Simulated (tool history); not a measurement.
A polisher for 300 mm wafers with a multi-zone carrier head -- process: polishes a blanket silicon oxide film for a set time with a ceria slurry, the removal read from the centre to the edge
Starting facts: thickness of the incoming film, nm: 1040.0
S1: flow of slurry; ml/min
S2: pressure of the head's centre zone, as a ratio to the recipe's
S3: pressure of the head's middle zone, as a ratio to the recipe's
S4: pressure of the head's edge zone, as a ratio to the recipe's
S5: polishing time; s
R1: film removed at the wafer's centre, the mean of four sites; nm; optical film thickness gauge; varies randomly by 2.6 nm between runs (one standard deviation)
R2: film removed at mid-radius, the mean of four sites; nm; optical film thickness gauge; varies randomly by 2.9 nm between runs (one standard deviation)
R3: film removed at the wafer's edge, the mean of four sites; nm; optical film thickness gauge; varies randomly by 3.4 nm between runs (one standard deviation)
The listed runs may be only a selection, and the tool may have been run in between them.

run 1 hour=0.0 | S1=145 S2=1.00 S3=1.00 S4=1.00 S5=84 | R1=257.56 R2=262.54 R3=262.05
run 2 hour=7.3 | S1=145 S2=1.00 S3=0.94 S4=1.00 S5=84 | R1=258.72 R2=248.67 R3=264.50
run 3 hour=12.5 | S1=160 S2=1.00 S3=0.94 S4=1.00 S5=84 | R1=261.51 R2=255.14 R3=267.37
run 4 hour=18.0 | S1=170 S2=1.03 S3=0.97 S4=1.04 S5=93 | R1=309.18 R2=291.86 R3=304.53
run 5 hour=20.9 | S1=170 S2=1.03 S3=0.97 S4=0.99 S5=93 | R1=306.83 R2=287.77 R3=297.56
run 6 hour=28.0 | S1=175 S2=1.03 S3=1.00 S4=1.03 S5=100 | R1=330.22 R2=321.11 R3=329.12
run 7 hour=30.7 | S1=180 S2=1.05 S3=1.03 S4=1.06 S5=105 | R1=356.21 R2=347.76 R3=352.95

Run 8, settings as shown, results not yet in. Your forecast:
run 8 hour=33.3 | S1=180 S2=1.05 S3=1.03 S4=1.06 S5=105 | R1=? R2=? R3=?

{"run 8": {"R1": 354.98, "R2": 346.41, "R3": 352.4}}
